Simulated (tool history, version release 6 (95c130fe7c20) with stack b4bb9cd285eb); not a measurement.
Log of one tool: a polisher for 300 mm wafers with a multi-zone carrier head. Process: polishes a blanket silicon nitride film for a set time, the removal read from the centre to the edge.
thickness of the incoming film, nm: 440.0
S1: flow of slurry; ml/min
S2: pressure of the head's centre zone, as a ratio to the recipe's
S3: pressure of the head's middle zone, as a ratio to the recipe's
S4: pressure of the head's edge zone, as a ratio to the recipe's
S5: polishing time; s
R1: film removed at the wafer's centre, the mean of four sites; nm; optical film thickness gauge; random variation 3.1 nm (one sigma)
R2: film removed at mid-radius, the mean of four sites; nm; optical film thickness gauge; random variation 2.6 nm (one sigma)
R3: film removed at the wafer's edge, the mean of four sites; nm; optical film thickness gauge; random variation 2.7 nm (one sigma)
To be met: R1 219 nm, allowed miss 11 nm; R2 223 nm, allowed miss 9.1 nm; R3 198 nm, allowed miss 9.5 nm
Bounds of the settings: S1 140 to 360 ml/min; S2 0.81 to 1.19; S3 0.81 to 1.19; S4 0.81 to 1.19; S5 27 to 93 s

run 1 hour=0 | S1=230 S2=1 S3=1 S4=1 S5=59 | R1=160.55 R2=163.81 R3=158.67
run 2 hour=0.7 | S1=230 S2=1 S3=0.95 S4=1 S5=59 | R1=161.79 R2=154.28 R3=157.06
run 3 hour=8.7 | S1=230 S2=1 S3=0.95 S4=0.93 S5=59 | R1=163.62 R2=152.7 R3=152.51
run 4 hour=11.3 | S1=230 S2=1 S3=0.95 S4=0.93 S5=48 | R1=133.61 R2=125.98 R3=123.88
run 5 hour=19.7 | S1=230 S2=1 S3=0.95 S4=0.9 S5=48 | R1=131.26 R2=124.28 R3=125.39
run 6 hour=23.1 | S1=235 S2=1.02 S3=0.99 S4=0.91 S5=55 | R1=151.21 R2=150.11 R3=141.37
run 7 hour=28.8 | S1=240 S2=1.04 S3=1.01 S4=0.93 S5=60 | R1=169.08 R2=165.33 R3=154.47
run 8 hour=35.4 | S1=240 S2=1.05 S3=1.03 S4=0.95 S5=64 | R1=182.84 R2=176.45 R3=167.51
run 9 hour=41.6 | S1=245 S2=1.06 S3=1.06 S4=0.96 S5=66 | R1=189.61 R2=189.18 R3=167.99
run 10 hour=47.7 | S1=245 S2=1.06 S3=1.06 S4=0.97 S5=69 | R1=197.84 R2=200.58 R3=182.62
run 11 hour=55.3 | S1=250 S2=1.07 S3=1.07 S4=0.98 S5=70 | R1=205.94 R2=201.11 R3=186.15
run 12 hour=59 | S1=250 S2=1.07 S3=1.09 S4=0.99 S5=71 | R1=210.7 R2=209.77 R3=186.27
run 13 hour=60.2 | S1=250 S2=1.07 S3=1.09 S4=0.99 S5=71 | R1=211.84 R2=210.54 R3=194.79

4 next moves are on the table. One of them brings every result within its allowed miss. Which?
run A hour=61.4 | S1=300 S2=1.05 S3=1.09 S4=0.95 S5=75 | R1=? R2=? R3=?
run B hour=61.4 | S1=285 S2=1.02 S3=1.03 S4=1.07 S5=70 | R1=? R2=? R3=?
run C hour=61.4 | S1=200 S2=0.88 S3=1.19 S4=0.87 S5=79 | R1=? R2=? R3=?
run D hour=61.4 | S1=225 S2=0.83 S3=1.09 S4=0.97 S5=81 | R1=? R2=? R3=?

move=A R1=226.28 R2=223.03 R3=200.68
move=B R1=204.47 R2=197.34 R3=197.81
move=C R1=192.81 R2=241.6 R3=195.47
move=D R1=190.98 R2=233.45 R3=213.61
A: meets every target
B: further off than the last run
C: takes the result that was furthest off past its target
D: takes the result that was furthest off past its target
Answer: A

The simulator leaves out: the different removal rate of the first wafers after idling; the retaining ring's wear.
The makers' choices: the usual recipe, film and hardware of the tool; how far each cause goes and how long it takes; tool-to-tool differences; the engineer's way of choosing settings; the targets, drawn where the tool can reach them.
